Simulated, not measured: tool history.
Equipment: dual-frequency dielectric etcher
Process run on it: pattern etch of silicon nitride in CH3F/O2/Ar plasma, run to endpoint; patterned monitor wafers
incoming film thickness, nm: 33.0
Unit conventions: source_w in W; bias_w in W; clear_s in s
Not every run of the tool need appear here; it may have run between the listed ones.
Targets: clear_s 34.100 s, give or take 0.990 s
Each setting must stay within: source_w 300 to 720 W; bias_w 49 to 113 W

run  hour  source_w  bias_w  clear_s
  1   0.0       510      81   39.018
  2   4.8       440      81   40.811
  3  12.4       360      81   44.007
  4  13.3       360      69   48.784
  5  22.0       440      73   43.056
  6  30.5       500      75   40.806
  7  33.8       550      77   38.806
  8  38.6       590      79   37.529
  9  40.3       620      81   36.167
 10  49.0       640      82   35.468
 11  51.4       650      83   35.673
 12  57.9       650      83   35.532

Pick the move, out of 4, that brings all results within their allowed miss; only one does.
  A  64.4       670      77        ?
  B  64.4       630      75        ?
  C  64.4       680      85        ?
  D  64.4       580      81        ?

move  clear_s
   A   36.406
   B   37.763
   C   34.362
   D   37.325
A: misses by more than the last run did
B: misses by more than the last run did
C: each result inside its tolerance
D: misses by more than the last run did
C is the move that brings every result within its allowed miss.
